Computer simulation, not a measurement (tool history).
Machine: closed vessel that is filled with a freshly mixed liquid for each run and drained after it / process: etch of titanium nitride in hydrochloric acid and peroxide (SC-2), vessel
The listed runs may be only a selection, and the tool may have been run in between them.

run  hour  temperature setpoint of the liquid (C)  parts of water to one part each of 37 % hydrochloric acid and 30 % peroxide (parts by volume)  time in the liquid (s)  thickness taken off the titanium nitride on a monitor wafer (angstrom)
  1     0                                      46                                                                                              6                      90                                                                  30.979
  2   3.7                                      45                                                                                              6                      90                                                                  28.719
  3   6.3                                      45                                                                                              6                      90                                                                  28.723
  4  15.1                                    44.5                                                                                              6                      90                                                                  27.896
  5  20.5                                      40                                                                                              6                      90                                                                  20.191
  6  26.2                                      40                                                                                              6                      90                                                                  20.233

For run 7, what comes out?
  7    30                                      41                                                                                              6                      90                                                                       ?

Run 7 gave thickness taken off the titanium nitride on a monitor wafer (angstrom) 21.782.
